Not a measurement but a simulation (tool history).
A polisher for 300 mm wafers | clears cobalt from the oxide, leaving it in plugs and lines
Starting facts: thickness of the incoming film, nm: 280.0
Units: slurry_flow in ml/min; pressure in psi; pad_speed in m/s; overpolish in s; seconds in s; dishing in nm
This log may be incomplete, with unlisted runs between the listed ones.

| run | hour | slurry_flow | pressure | pad_speed | overpolish | seconds | dishing |
|---|---|---|---|---|---|---|---|
| 1 | 0.0 | 215 | 1.6 | 1.00 | 30 | 51.991 | 58.916 |
| 2 | 1.6 | 215 | 1.7 | 1.00 | 30 | 49.775 | 61.091 |
| 3 | 6.6 | 215 | 1.8 | 1.00 | 29 | 47.127 | 60.901 |
| 4 | 11.0 | 215 | 1.8 | 1.00 | 17 | 47.989 | 50.587 |
| 5 | 12.0 | 215 | 1.9 | 1.00 | 18 | 44.534 | 55.308 |
| 6 | 16.2 | 220 | 2.1 | 1.00 | 19 | 41.533 | 57.055 |
| 7 | 17.9 | 220 | 2.3 | 1.00 | 20 | 38.400 | 57.416 |

Expected results for the next run?
| 8 | 23.3 | 220 | 2.3 | 1.00 | 21 | ? | ? |

seconds: 38.385 s
dishing: 57.894 nm
